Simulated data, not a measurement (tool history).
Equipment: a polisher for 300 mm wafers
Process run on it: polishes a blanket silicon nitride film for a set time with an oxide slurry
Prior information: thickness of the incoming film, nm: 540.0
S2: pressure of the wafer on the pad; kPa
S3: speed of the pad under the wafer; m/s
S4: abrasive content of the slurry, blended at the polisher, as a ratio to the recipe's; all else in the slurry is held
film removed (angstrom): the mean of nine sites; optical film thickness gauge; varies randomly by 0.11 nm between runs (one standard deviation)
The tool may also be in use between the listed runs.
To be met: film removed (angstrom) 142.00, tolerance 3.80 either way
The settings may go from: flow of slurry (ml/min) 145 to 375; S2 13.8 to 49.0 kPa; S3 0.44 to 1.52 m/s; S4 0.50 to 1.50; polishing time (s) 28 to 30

{"run": 1, "hour": 0.0, "flow of slurry (ml/min)": 240, "S2": 31.0, "S3": 0.98, "S4": 1.0, "polishing time (s)": 30, "film removed (angstrom)": 227.91}
{"run": 2, "hour": 2.3, "flow of slurry (ml/min)": 240, "S2": 31.0, "S3": 0.98, "S4": 1.0, "polishing time (s)": 30, "film removed (angstrom)": 230.24}
{"run": 3, "hour": 10.0, "flow of slurry (ml/min)": 240, "S2": 24.8, "S3": 0.98, "S4": 1.0, "polishing time (s)": 30, "film removed (angstrom)": 188.5}
{"run": 4, "hour": 12.5, "flow of slurry (ml/min)": 240, "S2": 24.8, "S3": 0.86, "S4": 1.0, "polishing time (s)": 30, "film removed (angstrom)": 167.33}
{"run": 5, "hour": 20.5, "flow of slurry (ml/min)": 240, "S2": 24.1, "S3": 0.86, "S4": 1.0, "polishing time (s)": 30, "film removed (angstrom)": 165.19}
{"run": 6, "hour": 29.0, "flow of slurry (ml/min)": 240, "S2": 24.1, "S3": 0.86, "S4": 1.0, "polishing time (s)": 30, "film removed (angstrom)": 163.31}
{"run": 7, "hour": 32.5, "flow of slurry (ml/min)": 240, "S2": 23.4, "S3": 0.86, "S4": 1.0, "polishing time (s)": 30, "film removed (angstrom)": 159.63}
{"run": 8, "hour": 33.4, "flow of slurry (ml/min)": 240, "S2": 22.8, "S3": 0.86, "S4": 1.0, "polishing time (s)": 30, "film removed (angstrom)": 152.82}

Which single option among these 4 for the next run brings every result within its allowed miss of target? Just one does.
{"run": "A", "hour": 34.3, "flow of slurry (ml/min)": 160, "S2": 23.4, "S3": 0.9, "S4": 1.05, "polishing time (s)": 30, "film removed (angstrom)": "?"}
{"run": "B", "hour": 34.3, "flow of slurry (ml/min)": 210, "S2": 17.9, "S3": 1.24, "S4": 0.85, "polishing time (s)": 29, "film removed (angstrom)": "?"}
{"run": "C", "hour": 34.3, "flow of slurry (ml/min)": 235, "S2": 24.1, "S3": 0.94, "S4": 1.0, "polishing time (s)": 30, "film removed (angstrom)": "?"}
{"run": "D", "hour": 34.3, "flow of slurry (ml/min)": 275, "S2": 27.6, "S3": 0.68, "S4": 1.25, "polishing time (s)": 30, "film removed (angstrom)": "?"}

move=A film_removed_(angstrom)=162.82
move=B film_removed_(angstrom)=143.83
move=C film_removed_(angstrom)=178.01
move=D film_removed_(angstrom)=178.67
A: its largest miss is bigger than the last run's
B: every result lands within tolerance
C: its largest miss is bigger than the last run's
D: its largest miss is bigger than the last run's
Move B is the one to make.

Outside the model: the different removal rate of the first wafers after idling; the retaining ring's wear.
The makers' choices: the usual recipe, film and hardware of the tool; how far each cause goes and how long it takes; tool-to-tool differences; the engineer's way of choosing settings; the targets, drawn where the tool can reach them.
